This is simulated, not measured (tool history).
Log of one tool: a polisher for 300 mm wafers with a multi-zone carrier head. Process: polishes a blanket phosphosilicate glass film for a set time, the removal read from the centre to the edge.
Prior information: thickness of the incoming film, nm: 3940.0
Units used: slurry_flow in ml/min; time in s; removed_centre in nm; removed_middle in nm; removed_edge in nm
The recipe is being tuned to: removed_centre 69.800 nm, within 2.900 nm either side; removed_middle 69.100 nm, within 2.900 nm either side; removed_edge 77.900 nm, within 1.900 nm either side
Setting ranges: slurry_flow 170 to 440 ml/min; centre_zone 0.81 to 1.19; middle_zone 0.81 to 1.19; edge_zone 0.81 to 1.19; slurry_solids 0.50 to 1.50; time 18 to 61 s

run 1 hour=0.0 | slurry_flow=280 centre_zone=1.00 middle_zone=1.00 edge_zone=1.00 slurry_solids=1.00 time=39 | removed_centre=169.600 removed_middle=169.710 removed_edge=173.860
run 2 hour=7.7 | slurry_flow=265 centre_zone=0.96 middle_zone=0.95 edge_zone=0.96 slurry_solids=0.85 time=32 | removed_centre=117.870 removed_middle=120.440 removed_edge=125.870
run 3 hour=11.4 | slurry_flow=265 centre_zone=0.96 middle_zone=0.95 edge_zone=0.90 slurry_solids=0.85 time=32 | removed_centre=119.650 removed_middle=118.770 removed_edge=122.660
run 4 hour=19.7 | slurry_flow=265 centre_zone=0.96 middle_zone=0.95 edge_zone=0.90 slurry_solids=0.85 time=27 | removed_centre=101.390 removed_middle=103.380 removed_edge=103.430
run 5 hour=26.7 | slurry_flow=265 centre_zone=0.90 middle_zone=0.95 edge_zone=0.90 slurry_solids=0.85 time=27 | removed_centre=95.907 removed_middle=100.750 removed_edge=103.530
run 6 hour=27.9 | slurry_flow=260 centre_zone=0.88 middle_zone=0.91 edge_zone=0.87 slurry_solids=0.75 time=26 | removed_centre=82.545 removed_middle=89.048 removed_edge=91.335
run 7 hour=32.4 | slurry_flow=245 centre_zone=0.90 middle_zone=0.88 edge_zone=0.89 slurry_solids=0.65 time=25 | removed_centre=75.282 removed_middle=74.018 removed_edge=79.029
run 8 hour=38.0 | slurry_flow=230 centre_zone=0.89 middle_zone=0.87 edge_zone=0.91 slurry_solids=0.65 time=25 | removed_centre=71.095 removed_middle=75.066 removed_edge=81.403

Exactly one of the 4 candidate moves below puts every result within its allowed miss. Which one?
run A hour=43.6 | slurry_flow=360 centre_zone=0.93 middle_zone=0.81 edge_zone=1.02 slurry_solids=0.70 time=21 | removed_centre=? removed_middle=? removed_edge=?
run B hour=43.6 | slurry_flow=190 centre_zone=0.84 middle_zone=0.97 edge_zone=0.88 slurry_solids=0.60 time=29 | removed_centre=? removed_middle=? removed_edge=?
run C hour=43.6 | slurry_flow=245 centre_zone=0.89 middle_zone=0.87 edge_zone=0.88 slurry_solids=0.55 time=29 | removed_centre=? removed_middle=? removed_edge=?
run D hour=43.6 | slurry_flow=180 centre_zone=0.87 middle_zone=0.81 edge_zone=0.82 slurry_solids=0.70 time=25 | removed_centre=? removed_middle=? removed_edge=?

move=A removed_centre=69.647 removed_middle=63.203 removed_edge=77.238
move=B removed_centre=71.523 removed_middle=84.233 removed_edge=84.697
move=C removed_centre=74.208 removed_middle=74.980 removed_edge=81.842
move=D removed_centre=70.110 removed_middle=68.811 removed_edge=78.450
A: the result that was furthest off in the last run now lies on the other side of its target
B: further off than the last run
C: roughly where the last run was
D: every result lands within tolerance
Go with D: it meets all targets.

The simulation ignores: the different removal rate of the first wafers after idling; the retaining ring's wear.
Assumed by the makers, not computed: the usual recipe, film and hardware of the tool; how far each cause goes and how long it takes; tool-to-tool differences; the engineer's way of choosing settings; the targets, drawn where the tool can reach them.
